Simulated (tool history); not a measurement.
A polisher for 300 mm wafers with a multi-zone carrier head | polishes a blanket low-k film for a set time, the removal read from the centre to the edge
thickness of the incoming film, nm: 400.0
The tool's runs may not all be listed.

run    day  flow of slurry (ml/min)  pressure of the head's centre zone  pressure of the head's middle zone  pressure of the head's edge zone  abrasive content of the slurry  polishing time (s)  film removed at the wafer's centre (nm)  film removed at mid-radius (nm)  film removed at the wafer's edge (nm)
  1  0.000                      195                                1.00                                1.00                              1.00                            1.00                  59                                   18.151                           17.779                                 17.250
  2  0.358                      195                                1.00                                0.97                              1.00                            1.00                  59                                   18.158                           17.419                                 17.511
  3  0.671                      240                                1.00                                0.97                              1.00                            1.00                  59                                   18.840                           17.905                                 17.697
  4  0.858                      240                                1.00                                0.93                              1.00                            1.00                  59                                   18.594                           17.520                                 17.779
  5  0.967                      260                                1.00                                0.93                              1.00                            1.00                  59                                   18.764                           17.379                                 17.775
  6  1.204                      260                                0.97                                0.95                              0.95                            0.85                  59                                   17.455                           16.413                                 16.312
  7  1.338                      205                                0.87                                1.03                              0.85                            0.60                  58                                   12.277                           14.123                                 12.443

Run 8 comes next. What will it give?
  8  1.417                      215                                0.89                                1.02                              0.86                            0.60                  58                                        ?                                ?                                      ?

film removed at the wafer's centre (nm): 13.057
film removed at mid-radius (nm): 13.870
film removed at the wafer's edge (nm): 12.517

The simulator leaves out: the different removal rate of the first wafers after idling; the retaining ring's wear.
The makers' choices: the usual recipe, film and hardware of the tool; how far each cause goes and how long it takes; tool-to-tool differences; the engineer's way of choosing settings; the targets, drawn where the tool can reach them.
